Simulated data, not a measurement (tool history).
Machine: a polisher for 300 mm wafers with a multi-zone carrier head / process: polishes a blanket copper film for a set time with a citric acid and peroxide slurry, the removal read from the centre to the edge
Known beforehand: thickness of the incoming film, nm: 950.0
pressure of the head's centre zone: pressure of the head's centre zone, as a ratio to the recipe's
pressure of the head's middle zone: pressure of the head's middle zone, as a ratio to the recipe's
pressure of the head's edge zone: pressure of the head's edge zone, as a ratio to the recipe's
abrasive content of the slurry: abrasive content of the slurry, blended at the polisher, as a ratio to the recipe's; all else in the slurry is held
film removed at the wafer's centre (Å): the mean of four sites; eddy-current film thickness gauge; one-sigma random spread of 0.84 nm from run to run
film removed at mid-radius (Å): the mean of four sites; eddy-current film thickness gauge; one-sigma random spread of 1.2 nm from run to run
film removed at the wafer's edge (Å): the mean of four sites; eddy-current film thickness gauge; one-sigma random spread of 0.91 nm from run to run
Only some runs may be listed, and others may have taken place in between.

| run | day | flow of slurry (ml/min) | pressure of the head's centre zone | pressure of the head's middle zone | pressure of the head's edge zone | abrasive content of the slurry | polishing time (s) | film removed at the wafer's centre (Å) | film removed at mid-radius (Å) | film removed at the wafer's edge (Å) |
|---|---|---|---|---|---|---|---|---|---|---|
| 1 | 0.000 | 215 | 1.00 | 1.00 | 1.00 | 1.00 | 86 | 1989.4 | 2028.4 | 1990.0 |
| 2 | 0.362 | 205 | 1.01 | 0.96 | 0.99 | 0.90 | 80 | 1825.3 | 1782.4 | 1783.2 |
| 3 | 0.575 | 205 | 1.01 | 0.96 | 0.99 | 0.90 | 88 | 1986.9 | 2006.3 | 1979.5 |
| 4 | 0.733 | 205 | 1.01 | 0.96 | 0.99 | 0.90 | 100 | 2288.1 | 2233.9 | 2240.7 |
| 5 | 1.021 | 200 | 1.03 | 0.93 | 1.02 | 0.80 | 90 | 2025.0 | 1937.8 | 1983.2 |
| 6 | 1.117 | 200 | 0.95 | 0.93 | 1.02 | 0.80 | 90 | 1878.7 | 1919.5 | 1978.1 |

What will run 7 give?
| 7 | 1.408 | 160 | 1.05 | 0.83 | 1.04 | 0.55 | 66 | ? | ? | ? |

{"run 7": {"film removed at the wafer's centre (Å)": 1346.1, "film removed at mid-radius (Å)": 1155.6, "film removed at the wafer's edge (Å)": 1350.0}}

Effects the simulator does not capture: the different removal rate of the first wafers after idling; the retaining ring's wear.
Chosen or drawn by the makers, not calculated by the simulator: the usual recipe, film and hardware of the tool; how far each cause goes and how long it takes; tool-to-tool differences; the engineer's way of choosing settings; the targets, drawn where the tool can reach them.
